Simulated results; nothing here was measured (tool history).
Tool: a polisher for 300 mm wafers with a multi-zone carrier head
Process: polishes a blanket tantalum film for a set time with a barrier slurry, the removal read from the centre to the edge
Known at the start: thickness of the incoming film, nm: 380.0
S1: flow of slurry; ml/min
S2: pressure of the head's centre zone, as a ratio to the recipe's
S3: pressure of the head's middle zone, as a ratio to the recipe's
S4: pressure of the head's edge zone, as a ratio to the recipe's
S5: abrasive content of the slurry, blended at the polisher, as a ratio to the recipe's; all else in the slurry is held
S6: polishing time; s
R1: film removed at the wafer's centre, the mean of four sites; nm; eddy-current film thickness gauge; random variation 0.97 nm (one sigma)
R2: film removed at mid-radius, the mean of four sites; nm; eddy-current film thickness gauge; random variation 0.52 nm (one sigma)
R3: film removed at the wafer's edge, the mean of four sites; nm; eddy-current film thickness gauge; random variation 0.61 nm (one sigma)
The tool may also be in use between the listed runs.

{"run": 1, "hour": 0.0, "S1": 240, "S2": 1.0, "S3": 1.0, "S4": 1.0, "S5": 1.0, "S6": 36, "R1": 46.969, "R2": 46.513, "R3": 47.908}
{"run": 2, "hour": 2.8, "S1": 215, "S2": 1.0, "S3": 1.0, "S4": 1.0, "S5": 1.0, "S6": 36, "R1": 46.114, "R2": 45.277, "R3": 47.749}
{"run": 3, "hour": 11.2, "S1": 245, "S2": 1.02, "S3": 1.06, "S4": 1.02, "S5": 1.15, "S6": 37, "R1": 51.787, "R2": 51.381, "R3": 50.899}
{"run": 4, "hour": 17.4, "S1": 265, "S2": 1.01, "S3": 1.1, "S4": 1.02, "S5": 1.25, "S6": 38, "R1": 53.527, "R2": 55.685, "R3": 52.964}
{"run": 5, "hour": 24.4, "S1": 265, "S2": 1.01, "S3": 1.1, "S4": 1.02, "S5": 1.15, "S6": 38, "R1": 52.925, "R2": 55.13, "R3": 52.119}
{"run": 6, "hour": 25.2, "S1": 265, "S2": 1.01, "S3": 1.1, "S4": 1.02, "S5": 1.15, "S6": 31, "R1": 42.078, "R2": 45.305, "R3": 42.532}
{"run": 7, "hour": 31.6, "S1": 285, "S2": 1.01, "S3": 1.13, "S4": 1.02, "S5": 1.25, "S6": 34, "R1": 47.132, "R2": 51.64, "R3": 48.419}
{"run": 8, "hour": 38.2, "S1": 290, "S2": 1.02, "S3": 1.15, "S4": 0.98, "S5": 1.3, "S6": 37, "R1": 53.632, "R2": 57.187, "R3": 51.645}
{"run": 9, "hour": 46.5, "S1": 300, "S2": 1.01, "S3": 1.16, "S4": 0.96, "S5": 1.35, "S6": 39, "R1": 57.493, "R2": 61.464, "R3": 55.241}
{"run": 10, "hour": 54.9, "S1": 300, "S2": 1.0, "S3": 1.17, "S4": 0.93, "S5": 1.4, "S6": 40, "R1": 56.696, "R2": 64.241, "R3": 56.503}
{"run": 11, "hour": 63.0, "S1": 305, "S2": 1.01, "S3": 1.18, "S4": 0.92, "S5": 1.45, "S6": 41, "R1": 60.03, "R2": 66.348, "R3": 57.3}
{"run": 12, "hour": 71.7, "S1": 310, "S2": 1.01, "S3": 1.18, "S4": 0.92, "S5": 1.45, "S6": 42, "R1": 60.618, "R2": 67.866, "R3": 58.36}
{"run": 13, "hour": 73.7, "S1": 310, "S2": 1.02, "S3": 1.18, "S4": 0.92, "S5": 1.45, "S6": 43, "R1": 63.532, "R2": 69.938, "R3": 59.754}
{"run": 14, "hour": 76.4, "S1": 310, "S2": 1.02, "S3": 1.18, "S4": 0.93, "S5": 1.45, "S6": 43, "R1": 61.738, "R2": 70.379, "R3": 60.391}

The next listed run, before its measurement:
{"run": 15, "hour": 80.8, "S1": 310, "S2": 1.04, "S3": 1.18, "S4": 0.93, "S5": 1.45, "S6": 43, "R1": "?", "R2": "?", "R3": "?"}

{"run 15": {"R1": 65.263, "R2": 69.729, "R3": 59.408}}
